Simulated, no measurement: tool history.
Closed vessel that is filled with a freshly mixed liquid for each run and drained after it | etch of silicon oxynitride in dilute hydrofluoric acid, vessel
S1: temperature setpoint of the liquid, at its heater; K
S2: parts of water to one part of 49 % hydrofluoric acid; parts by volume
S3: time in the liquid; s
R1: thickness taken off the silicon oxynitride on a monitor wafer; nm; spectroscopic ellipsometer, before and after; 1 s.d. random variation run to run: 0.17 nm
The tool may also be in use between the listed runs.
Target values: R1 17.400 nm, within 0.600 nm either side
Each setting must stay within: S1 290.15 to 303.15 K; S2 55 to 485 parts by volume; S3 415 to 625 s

{"run": 1, "hour": 0.0, "S1": 295.15, "S2": 270, "S3": 625, "R1": 9.289}
{"run": 2, "hour": 5.8, "S1": 297.15, "S2": 250, "S3": 625, "R1": 10.882}
{"run": 3, "hour": 13.5, "S1": 298.65, "S2": 230, "S3": 625, "R1": 13.033}
{"run": 4, "hour": 23.1, "S1": 301.65, "S2": 230, "S3": 625, "R1": 14.702}
{"run": 5, "hour": 32.5, "S1": 301.65, "S2": 230, "S3": 625, "R1": 14.919}
{"run": 6, "hour": 36.0, "S1": 302.15, "S2": 225, "S3": 625, "R1": 15.288}
{"run": 7, "hour": 39.2, "S1": 303.15, "S2": 200, "S3": 625, "R1": 18.586}
{"run": 8, "hour": 44.6, "S1": 302.65, "S2": 200, "S3": 625, "R1": 18.397}

Exactly one of the 5 candidate moves below puts every result within its allowed miss. Which one?
{"run": "A", "hour": 50.0, "S1": 295.15, "S2": 165, "S3": 625, "R1": "?"}
{"run": "B", "hour": 50.0, "S1": 303.15, "S2": 230, "S3": 625, "R1": "?"}
{"run": "C", "hour": 50.0, "S1": 302.65, "S2": 155, "S3": 415, "R1": "?"}
{"run": "D", "hour": 50.0, "S1": 302.65, "S2": 160, "S3": 415, "R1": "?"}
{"run": "E", "hour": 50.0, "S1": 300.15, "S2": 190, "S3": 625, "R1": "?"}

move=A R1=16.628
move=B R1=16.070
move=C R1=16.589
move=D R1=15.995
move=E R1=17.728
A: moves the result that the last run missed by most past its target, out the other side
B: moves the result that the last run missed by most past its target, out the other side
C: moves the result that the last run missed by most past its target, out the other side
D: moves the result that the last run missed by most past its target, out the other side
E: in spec on every target
Correct choice: E, which meets every target
